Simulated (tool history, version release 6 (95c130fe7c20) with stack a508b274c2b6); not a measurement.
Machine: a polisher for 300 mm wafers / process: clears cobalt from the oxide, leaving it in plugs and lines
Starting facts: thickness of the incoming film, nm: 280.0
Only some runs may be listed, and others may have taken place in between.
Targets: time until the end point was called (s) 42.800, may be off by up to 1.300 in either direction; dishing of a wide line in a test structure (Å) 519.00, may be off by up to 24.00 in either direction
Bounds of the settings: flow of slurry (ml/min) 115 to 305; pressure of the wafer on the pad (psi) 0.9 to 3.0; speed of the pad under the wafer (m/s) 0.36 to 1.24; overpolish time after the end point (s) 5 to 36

run	day	flow of slurry (ml/min)	pressure of the wafer on the pad (psi)	speed of the pad under the wafer (m/s)	overpolish time after the end point (s)	time until the end point was called (s)	dishing of a wide line in a test structure (Å)
1	0.000	195	1.9	0.80	18	77.667	410.59
2	0.092	200	2.0	0.80	18	74.063	423.87
3	0.454	200	2.1	0.80	18	70.480	421.49
4	0.758	200	2.1	0.94	18	62.436	457.05
5	1.108	200	2.2	0.94	18	59.887	464.92
6	1.204	250	2.2	0.94	18	57.875	475.63
7	1.275	250	2.3	0.94	18	55.827	478.50
8	1.425	250	2.4	0.94	18	54.643	482.19
9	1.596	250	2.5	0.94	18	52.016	484.41
10	1.929	250	2.6	0.94	18	50.864	505.68
11	2.300	255	2.8	0.96	17	47.900	502.79
12	2.329	265	2.9	0.98	17	45.713	508.23

Next run, 5 choices. One meets every target within its allowed miss, the rest don't. Which?
A	2.358	295	2.6	1.06	15	?	?
B	2.358	235	2.7	1.12	18	?	?
C	2.358	280	2.9	1.12	13	?	?
D	2.358	240	2.8	0.90	19	?	?
E	2.358	220	3.0	0.84	19	?	?

move	time until the end point was called (s)	dishing of a wide line in a test structure (Å)
A	45.099	480.62
B	42.795	524.98
C	39.616	477.41
D	49.650	508.54
E	50.132	506.71
A: better than the last run, though not everything is in spec
B: all results land within tolerance of their targets
C: the result that was furthest off in the last run now lies on the other side of its target
D: lands further from the targets than the last run did
E: lands further from the targets than the last run did
Go with B: it meets all targets.
